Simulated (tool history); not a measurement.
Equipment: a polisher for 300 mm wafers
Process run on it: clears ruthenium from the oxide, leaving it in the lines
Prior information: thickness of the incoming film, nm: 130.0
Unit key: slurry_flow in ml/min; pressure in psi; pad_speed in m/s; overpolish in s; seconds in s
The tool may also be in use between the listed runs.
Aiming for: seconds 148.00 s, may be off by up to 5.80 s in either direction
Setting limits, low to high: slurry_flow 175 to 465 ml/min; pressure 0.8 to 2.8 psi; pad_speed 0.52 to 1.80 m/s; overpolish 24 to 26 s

run	hour	slurry_flow	pressure	pad_speed	overpolish	seconds
1	0.0	295	1.8	1.16	24	116.78
2	2.4	295	2.1	1.16	24	101.63
3	11.1	295	1.9	1.16	24	110.10
4	16.2	295	1.5	1.16	24	140.36
5	21.2	295	1.9	1.16	24	111.31
6	28.8	295	1.9	1.26	24	101.76
7	29.8	295	1.7	1.26	24	114.65
8	36.2	295	1.7	1.26	24	115.02
9	42.7	295	1.6	1.26	24	122.81
10	45.4	295	1.5	1.26	24	129.60
11	47.2	295	1.4	1.26	24	137.49

Next run, 5 choices. One meets every target within its allowed miss, the rest don't. Which?
A	49.0	300	2.1	0.88	24	?
B	49.0	435	1.6	1.00	24	?
C	49.0	305	1.6	1.22	26	?
D	49.0	240	1.3	1.50	24	?
E	49.0	305	1.7	1.08	26	?

move	seconds
A	132.13
B	147.83
C	125.27
D	128.19
E	132.95
A: moves away from the targets compared with the last run
B: all results in spec
C: moves away from the targets compared with the last run
D: moves away from the targets compared with the last run
E: moves away from the targets compared with the last run
The move that meets every target is B.
